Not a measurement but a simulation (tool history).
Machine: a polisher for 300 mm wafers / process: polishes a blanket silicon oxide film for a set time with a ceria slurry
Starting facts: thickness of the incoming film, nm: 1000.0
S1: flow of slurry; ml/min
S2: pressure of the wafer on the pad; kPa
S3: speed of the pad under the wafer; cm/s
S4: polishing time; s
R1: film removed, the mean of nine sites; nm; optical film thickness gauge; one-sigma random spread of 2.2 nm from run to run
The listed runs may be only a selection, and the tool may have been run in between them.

| run | hour | S1 | S2 | S3 | S4 | R1 |
|---|---|---|---|---|---|---|
| 1 | 0.0 | 280 | 29.0 | 94 | 60 | 262.19 |
| 2 | 4.2 | 235 | 29.0 | 94 | 60 | 262.76 |
| 3 | 12.1 | 235 | 30.3 | 94 | 60 | 268.65 |
| 4 | 17.2 | 235 | 30.3 | 116 | 60 | 313.31 |
| 5 | 24.3 | 235 | 30.3 | 116 | 60 | 311.70 |
| 6 | 28.6 | 235 | 24.8 | 116 | 60 | 274.49 |

Run 7 has not been measured yet. What should we expect?
| 7 | 32.9 | 235 | 26.2 | 116 | 60 | ? |

R1: 285.66 nm
